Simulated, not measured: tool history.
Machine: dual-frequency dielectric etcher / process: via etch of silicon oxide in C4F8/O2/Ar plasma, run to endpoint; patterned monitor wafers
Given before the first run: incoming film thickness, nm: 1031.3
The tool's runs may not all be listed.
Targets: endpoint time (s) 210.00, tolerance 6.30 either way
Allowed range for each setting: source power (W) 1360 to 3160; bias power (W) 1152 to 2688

run,day,source power (W),bias power (W),endpoint time (s)
1,0.000,2260,1920,176.23
2,0.221,2160,1877,182.85
3,0.479,2090,1857,185.93
4,0.725,2090,1550,196.02
# day 1.021: source power generator calibrated
5,1.021,2290,1550,185.04
6,1.171,2290,1714,180.36
7,1.329,2220,1697,183.11
8,1.583,2220,1697,183.64
9,1.604,2160,1681,187.44
10,1.683,2110,1667,189.40
11,1.979,2060,1652,188.96
12,2.175,1990,1616,196.05
13,2.383,1950,1605,196.82
14,2.533,1910,1593,199.18
15,2.558,1880,1584,200.56
16,2.617,1650,1495,215.58
17,2.967,1660,1499,217.04

Exactly one of the 5 candidate moves below puts every result within its allowed miss. Which one?
A,3.317,1730,1564,?
B,3.317,1440,1441,?
C,3.317,1480,1565,?
D,3.317,1460,1712,?
E,3.317,1590,1426,?

move,endpoint time (s)
A,208.51
B,233.54
C,225.33
D,221.45
E,222.71
A: every result within its allowed miss
B: lands further from the targets than the last run did
C: lands further from the targets than the last run did
D: lands further from the targets than the last run did
E: lands further from the targets than the last run did
Answer: A
